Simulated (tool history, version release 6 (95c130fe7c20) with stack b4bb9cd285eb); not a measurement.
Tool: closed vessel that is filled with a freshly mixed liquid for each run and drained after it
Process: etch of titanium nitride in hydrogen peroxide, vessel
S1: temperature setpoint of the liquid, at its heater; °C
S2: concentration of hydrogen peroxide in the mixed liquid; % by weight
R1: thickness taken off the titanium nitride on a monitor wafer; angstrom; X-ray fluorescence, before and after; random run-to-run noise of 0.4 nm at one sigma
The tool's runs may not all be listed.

run 1 hour=0.0 | S1=53.0 S2=17.5 time_in_the_liquid_(s)=300 | R1=232.37
run 2 hour=6.9 | S1=47.5 S2=17.5 time_in_the_liquid_(s)=300 | R1=156.10
run 3 hour=11.3 | S1=47.5 S2=17.5 time_in_the_liquid_(s)=325 | R1=170.66
run 4 hour=17.9 | S1=47.5 S2=17.5 time_in_the_liquid_(s)=325 | R1=169.85
run 5 hour=20.3 | S1=49.0 S2=17.5 time_in_the_liquid_(s)=325 | R1=183.54
run 6 hour=23.7 | S1=43.5 S2=17.5 time_in_the_liquid_(s)=325 | R1=125.48
run 7 hour=27.5 | S1=45.5 S2=17.5 time_in_the_liquid_(s)=325 | R1=144.87
run 8 hour=33.6 | S1=47.0 S2=17.5 time_in_the_liquid_(s)=325 | R1=162.15
run 9 hour=42.4 | S1=48.5 S2=17.5 time_in_the_liquid_(s)=325 | R1=180.46
run 10 hour=46.3 | S1=50.0 S2=17.5 time_in_the_liquid_(s)=325 | R1=202.40
run 11 hour=47.3 | S1=50.0 S2=17.5 time_in_the_liquid_(s)=325 | R1=203.01
run 12 hour=50.7 | S1=51.0 S2=17.5 time_in_the_liquid_(s)=325 | R1=212.89
run 13 hour=57.1 | S1=52.0 S2=17.5 time_in_the_liquid_(s)=325 | R1=233.95

What will run 14 give?
run 14 hour=63.0 | S1=53.0 S2=17.5 time_in_the_liquid_(s)=325 | R1=?

{"run 14": {"R1": 250.95}}
